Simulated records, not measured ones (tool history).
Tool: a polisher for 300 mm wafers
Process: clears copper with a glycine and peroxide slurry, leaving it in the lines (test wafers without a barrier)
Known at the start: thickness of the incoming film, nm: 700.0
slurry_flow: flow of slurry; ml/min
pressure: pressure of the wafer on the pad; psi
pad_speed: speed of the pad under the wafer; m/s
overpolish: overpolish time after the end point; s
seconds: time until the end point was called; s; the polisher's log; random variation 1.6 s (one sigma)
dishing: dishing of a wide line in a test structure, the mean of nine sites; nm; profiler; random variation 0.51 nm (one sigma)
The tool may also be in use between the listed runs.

{"run": 1, "hour": 0.0, "slurry_flow": 270, "pressure": 2.0, "pad_speed": 1.1, "overpolish": 16, "seconds": 145.73, "dishing": 45.019}
{"run": 2, "hour": 7.3, "slurry_flow": 270, "pressure": 2.0, "pad_speed": 1.1, "overpolish": 13, "seconds": 148.8, "dishing": 39.637}
{"run": 3, "hour": 14.3, "slurry_flow": 270, "pressure": 2.0, "pad_speed": 0.92, "overpolish": 13, "seconds": 164.57, "dishing": 36.183}
{"run": 4, "hour": 17.8, "slurry_flow": 335, "pressure": 2.0, "pad_speed": 0.92, "overpolish": 13, "seconds": 165.96, "dishing": 35.245}
{"hour": 26.2, "done": "head pressure recalibrated"}
{"run": 5, "hour": 26.2, "slurry_flow": 335, "pressure": 1.5, "pad_speed": 0.92, "overpolish": 13, "seconds": 193.11, "dishing": 30.902}
{"run": 6, "hour": 31.4, "slurry_flow": 335, "pressure": 1.5, "pad_speed": 1.16, "overpolish": 13, "seconds": 165.69, "dishing": 35.21}
{"run": 7, "hour": 33.1, "slurry_flow": 340, "pressure": 2.1, "pad_speed": 1.22, "overpolish": 5, "seconds": 119.98, "dishing": 21.158}
{"run": 8, "hour": 37.7, "slurry_flow": 335, "pressure": 2.2, "pad_speed": 1.22, "overpolish": 6, "seconds": 113.78, "dishing": 25.189}

Run 9 comes next. What will it give?
{"run": 9, "hour": 45.3, "slurry_flow": 330, "pressure": 2.2, "pad_speed": 1.22, "overpolish": 6, "seconds": "?", "dishing": "?"}

seconds: 118.48 s
dishing: 25.610 nm
